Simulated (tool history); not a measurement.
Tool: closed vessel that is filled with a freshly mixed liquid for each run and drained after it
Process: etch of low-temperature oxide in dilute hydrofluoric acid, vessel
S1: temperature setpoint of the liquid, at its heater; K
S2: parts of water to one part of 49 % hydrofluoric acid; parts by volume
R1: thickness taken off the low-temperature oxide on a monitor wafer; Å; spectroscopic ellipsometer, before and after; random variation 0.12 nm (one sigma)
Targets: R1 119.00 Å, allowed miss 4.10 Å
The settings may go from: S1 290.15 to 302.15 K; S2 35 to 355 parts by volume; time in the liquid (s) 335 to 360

{"run": 1, "hour": 0.0, "S1": 294.15, "S2": 195, "time in the liquid (s)": 335, "R1": 200.88}
{"run": 2, "hour": 1.7, "S1": 294.15, "S2": 250, "time in the liquid (s)": 335, "R1": 150.19}
{"run": 3, "hour": 3.3, "S1": 294.15, "S2": 205, "time in the liquid (s)": 335, "R1": 194.73}
{"run": 4, "hour": 10.3, "S1": 294.15, "S2": 260, "time in the liquid (s)": 335, "R1": 142.54}
{"run": 5, "hour": 19.1, "S1": 292.15, "S2": 260, "time in the liquid (s)": 335, "R1": 129.92}
{"run": 6, "hour": 27.8, "S1": 292.15, "S2": 210, "time in the liquid (s)": 335, "R1": 172.1}
{"run": 7, "hour": 32.2, "S1": 291.65, "S2": 220, "time in the liquid (s)": 335, "R1": 159.91}
{"run": 8, "hour": 40.7, "S1": 291.15, "S2": 230, "time in the liquid (s)": 335, "R1": 149.38}
{"run": 9, "hour": 44.5, "S1": 291.15, "S2": 235, "time in the liquid (s)": 335, "R1": 144.8}
{"run": 10, "hour": 49.7, "S1": 291.15, "S2": 240, "time in the liquid (s)": 335, "R1": 140.91}
{"run": 11, "hour": 58.0, "S1": 291.15, "S2": 245, "time in the liquid (s)": 335, "R1": 137.96}

5 next moves are on the table. One of them brings every result within its allowed miss. Which?
{"run": "A", "hour": 66.3, "S1": 291.15, "S2": 240, "time in the liquid (s)": 360, "R1": "?"}
{"run": "B", "hour": 66.3, "S1": 290.15, "S2": 265, "time in the liquid (s)": 335, "R1": "?"}
{"run": "C", "hour": 66.3, "S1": 290.15, "S2": 280, "time in the liquid (s)": 335, "R1": "?"}
{"run": "D", "hour": 66.3, "S1": 297.15, "S2": 275, "time in the liquid (s)": 360, "R1": "?"}
{"run": "E", "hour": 66.3, "S1": 292.15, "S2": 240, "time in the liquid (s)": 360, "R1": "?"}

move=A R1=153.54
move=B R1=121.79
move=C R1=113.80
move=D R1=161.78
move=E R1=159.55
A: further off than the last run
B: meets every target
C: takes the result that was furthest off past its target
D: further off than the last run
E: further off than the last run
Move B is the one to make.
